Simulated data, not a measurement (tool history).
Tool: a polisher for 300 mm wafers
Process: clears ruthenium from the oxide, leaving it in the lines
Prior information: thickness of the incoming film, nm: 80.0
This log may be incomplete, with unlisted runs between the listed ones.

run    day  flow of slurry (ml/min)  pressure of the wafer on the pad (kPa)  speed of the pad under the wafer (m/s)  overpolish time after the end point (s)  time until the end point was called (s)
  1  0.000                      150                                    10.3                                    0.78                                        8                                   158.45
  2  0.221                      145                                     9.0                                    0.70                                        8                                   205.32
  3  0.508                      140                                     7.6                                    0.66                                        8                                   249.95
  4  0.750                      135                                     6.9                                    0.62                                        8                                   298.52
  5  1.017                      130                                     6.2                                    0.62                                        8                                   333.78
  6  1.308                      120                                     6.2                                    0.62                                        8                                   332.22
  7  1.346                      115                                     6.2                                    0.62                                        8                                   350.73

Run 8 is up next; what results do you expect?
  8  1.588                      110                                     6.2                                    0.62                                        8                                        ?

{"run 8": {"time until the end point was called (s)": 347.66}}
